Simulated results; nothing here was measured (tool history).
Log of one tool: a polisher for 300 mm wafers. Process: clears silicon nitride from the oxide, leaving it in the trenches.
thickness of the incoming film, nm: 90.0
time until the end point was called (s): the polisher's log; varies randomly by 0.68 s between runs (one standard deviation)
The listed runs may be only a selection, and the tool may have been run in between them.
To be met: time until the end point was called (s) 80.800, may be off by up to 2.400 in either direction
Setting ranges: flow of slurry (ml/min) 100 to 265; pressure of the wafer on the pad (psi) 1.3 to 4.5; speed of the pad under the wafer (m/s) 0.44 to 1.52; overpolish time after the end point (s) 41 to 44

run	hour	flow of slurry (ml/min)	pressure of the wafer on the pad (psi)	speed of the pad under the wafer (m/s)	overpolish time after the end point (s)	time until the end point was called (s)
1	0.0	170	2.9	0.98	41	112.550
2	2.8	170	2.9	0.80	41	137.670
3	5.3	175	3.2	0.80	41	127.970
4	13.2	175	3.2	0.80	41	128.480
5	16.3	145	3.2	0.80	41	130.410
6	17.3	120	3.2	0.80	41	133.970
7	23.8	130	3.5	0.82	41	122.090
8	32.3	140	3.7	0.84	41	113.520
9	39.6	145	3.9	0.86	41	108.390
10	41.5	150	4.0	0.90	41	102.050
11	49.9	155	4.1	0.94	41	96.605
12	53.9	160	4.5	1.00	41	83.637

Which of these 4 next moves meets every target?
A	57.9	165	4.4	0.92	43	?
B	57.9	155	4.2	1.02	44	?
C	57.9	180	4.3	1.00	41	?
D	57.9	150	4.5	1.06	42	?

move	time until the end point was called (s)
A	92.370
B	87.554
C	86.269
D	80.920
A: lands further from the targets than the last run did
B: lands further from the targets than the last run did
C: lands further from the targets than the last run did
D: every result within its allowed miss
The move that meets every target is D.

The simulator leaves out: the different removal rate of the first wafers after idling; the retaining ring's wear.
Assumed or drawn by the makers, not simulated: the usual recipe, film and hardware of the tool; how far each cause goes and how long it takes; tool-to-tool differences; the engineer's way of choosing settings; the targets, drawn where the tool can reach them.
